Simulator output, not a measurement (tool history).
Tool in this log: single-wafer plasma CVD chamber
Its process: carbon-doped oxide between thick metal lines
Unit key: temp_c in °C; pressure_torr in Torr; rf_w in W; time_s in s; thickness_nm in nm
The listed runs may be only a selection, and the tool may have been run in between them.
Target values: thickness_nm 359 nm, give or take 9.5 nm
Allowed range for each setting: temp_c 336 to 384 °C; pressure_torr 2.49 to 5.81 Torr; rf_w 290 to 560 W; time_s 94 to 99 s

run 1 hour=0 | temp_c=360 pressure_torr=4.15 rf_w=425 time_s=99 | thickness_nm=462.62
run 2 hour=2.8 | temp_c=360 pressure_torr=4.05 rf_w=400 time_s=98 | thickness_nm=429.2
run 3 hour=3.9 | temp_c=360 pressure_torr=3.88 rf_w=390 time_s=98 | thickness_nm=416.28
run 4 hour=6.2 | temp_c=360 pressure_torr=3.69 rf_w=380 time_s=98 | thickness_nm=402.91
run 5 hour=10.7 | temp_c=360 pressure_torr=3.51 rf_w=375 time_s=98 | thickness_nm=395.78
run 6 hour=15.2 | temp_c=360 pressure_torr=3.05 rf_w=375 time_s=98 | thickness_nm=390.75
run 7 hour=23.8 | temp_c=360 pressure_torr=2.98 rf_w=370 time_s=98 | thickness_nm=381.64
run 8 hour=26.7 | temp_c=360 pressure_torr=2.98 rf_w=370 time_s=98 | thickness_nm=382.13
run 9 hour=35.3 | temp_c=360 pressure_torr=2.98 rf_w=370 time_s=98 | thickness_nm=383.76
run 10 hour=36.5 | temp_c=360 pressure_torr=2.9 rf_w=365 time_s=98 | thickness_nm=379.07
run 11 hour=40.7 | temp_c=360 pressure_torr=2.83 rf_w=360 time_s=98 | thickness_nm=371.23

4 next moves are on the table. One of them brings every result within its allowed miss. Which?
run A hour=44.9 | temp_c=356 pressure_torr=4.21 rf_w=340 time_s=99 | thickness_nm=?
run B hour=44.9 | temp_c=369 pressure_torr=2.92 rf_w=370 time_s=94 | thickness_nm=?
run C hour=44.9 | temp_c=345 pressure_torr=2.71 rf_w=345 time_s=99 | thickness_nm=?
run D hour=44.9 | temp_c=357 pressure_torr=3.25 rf_w=375 time_s=94 | thickness_nm=?

move=A thickness_nm=376.8
move=B thickness_nm=356.17
move=C thickness_nm=369.98
move=D thickness_nm=375.7
A: misses by more than the last run did
B: in spec on every target
C: closer than the last run, but not yet in spec
D: misses by more than the last run did
Move B is the one to make.

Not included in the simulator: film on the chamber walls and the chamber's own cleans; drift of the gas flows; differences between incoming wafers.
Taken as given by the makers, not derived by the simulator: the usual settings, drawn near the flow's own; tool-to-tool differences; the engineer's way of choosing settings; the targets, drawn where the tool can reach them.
